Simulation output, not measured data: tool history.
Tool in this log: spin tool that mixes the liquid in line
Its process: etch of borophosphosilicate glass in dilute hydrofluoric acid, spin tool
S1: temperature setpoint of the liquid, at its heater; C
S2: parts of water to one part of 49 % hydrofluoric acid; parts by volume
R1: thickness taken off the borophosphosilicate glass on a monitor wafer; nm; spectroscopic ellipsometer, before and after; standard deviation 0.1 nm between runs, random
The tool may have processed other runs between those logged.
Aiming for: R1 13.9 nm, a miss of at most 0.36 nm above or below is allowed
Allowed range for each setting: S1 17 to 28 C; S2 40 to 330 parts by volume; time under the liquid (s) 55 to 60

Run 1, day 0: S1 20 C, S2 185 parts by volume, time under the liquid (s) 55. Result: R1 11.891 nm.
Run 2, day 0.275: S1 20 C, S2 185 parts by volume, time under the liquid (s) 60. Result: R1 13.079 nm.
Run 3, day 0.554: S1 20 C, S2 185 parts by volume, time under the liquid (s) 60. Result: R1 12.812 nm.
Run 4, day 0.604: S1 20.5 C, S2 185 parts by volume, time under the liquid (s) 60. Result: R1 13.24 nm.
Run 5, day 0.879: S1 17 C, S2 185 parts by volume, time under the liquid (s) 60. Result: R1 11.456 nm.
Run 6, day 1.158: S1 17 C, S2 185 parts by volume, time under the liquid (s) 60. Result: R1 11.481 nm.
Run 7, day 1.254: S1 18 C, S2 185 parts by volume, time under the liquid (s) 60. Result: R1 11.984 nm.
Run 8, day 1.438: S1 18 C, S2 185 parts by volume, time under the liquid (s) 60. Result: R1 11.997 nm.
Run 9, day 1.558: S1 18.5 C, S2 185 parts by volume, time under the liquid (s) 60. Result: R1 12.364 nm.
Run 10, day 1.675: S1 19 C, S2 185 parts by volume, time under the liquid (s) 60. Result: R1 12.467 nm.
Run 11, day 1.929: S1 19.5 C, S2 185 parts by volume, time under the liquid (s) 60. Result: R1 13.029 nm.
Run 12, day 2.021: S1 20 C, S2 185 parts by volume, time under the liquid (s) 60. Result: R1 13.069 nm.
Run 13, day 2.067: S1 20.5 C, S2 185 parts by volume, time under the liquid (s) 60. Result: R1 13.26 nm.

5 candidate next runs follow, results not yet known. Just one meets every target within its allowed miss. Identify it.
Run A, day 2.112: S1 22.5 C, S2 200 parts by volume, time under the liquid (s) 60. Result: R1 ?.
Run B, day 2.112: S1 20.5 C, S2 190 parts by volume, time under the liquid (s) 60. Result: R1 ?.
Run C, day 2.112: S1 21 C, S2 190 parts by volume, time under the liquid (s) 60. Result: R1 ?.
Run D, day 2.112: S1 17 C, S2 140 parts by volume, time under the liquid (s) 55. Result: R1 ?.
Run E, day 2.112: S1 21.5 C, S2 170 parts by volume, time under the liquid (s) 55. Result: R1 ?.

move      R1
   A  13.205
   B  12.988
   C  13.244
   D  14.682
   E  14.101
A: the biggest miss grows against the last run
B: the biggest miss grows against the last run
C: as far off as the last run
D: the result that was furthest off in the last run now lies on the other side of its target
E: hits every target within its allowed miss
Correct choice: E, which meets every target
